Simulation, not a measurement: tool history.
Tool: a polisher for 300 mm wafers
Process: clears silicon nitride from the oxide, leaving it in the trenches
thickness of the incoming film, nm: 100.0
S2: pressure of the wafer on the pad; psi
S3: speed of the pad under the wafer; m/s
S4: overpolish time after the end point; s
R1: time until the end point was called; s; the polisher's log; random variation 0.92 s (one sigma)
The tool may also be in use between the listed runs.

{"run": 1, "hour": 0.0, "flow of slurry (ml/min)": 275, "S2": 2.2, "S3": 1.28, "S4": 38, "R1": 93.781}
{"run": 2, "hour": 3.9, "flow of slurry (ml/min)": 305, "S2": 2.2, "S3": 1.28, "S4": 38, "R1": 92.877}
{"run": 3, "hour": 4.9, "flow of slurry (ml/min)": 345, "S2": 2.2, "S3": 1.28, "S4": 38, "R1": 92.352}
{"run": 4, "hour": 9.2, "flow of slurry (ml/min)": 370, "S2": 2.2, "S3": 1.28, "S4": 38, "R1": 91.451}
{"run": 5, "hour": 14.5, "flow of slurry (ml/min)": 370, "S2": 1.7, "S3": 1.28, "S4": 38, "R1": 112.96}
{"run": 6, "hour": 18.5, "flow of slurry (ml/min)": 370, "S2": 1.9, "S3": 1.28, "S4": 38, "R1": 103.52}
{"run": 7, "hour": 27.6, "flow of slurry (ml/min)": 370, "S2": 2.0, "S3": 1.28, "S4": 38, "R1": 99.971}

The next listed run, before its measurement:
{"run": 8, "hour": 34.5, "flow of slurry (ml/min)": 370, "S2": 2.1, "S3": 1.28, "S4": 38, "R1": "?"}

Run 8 gave R1 94.747 s.
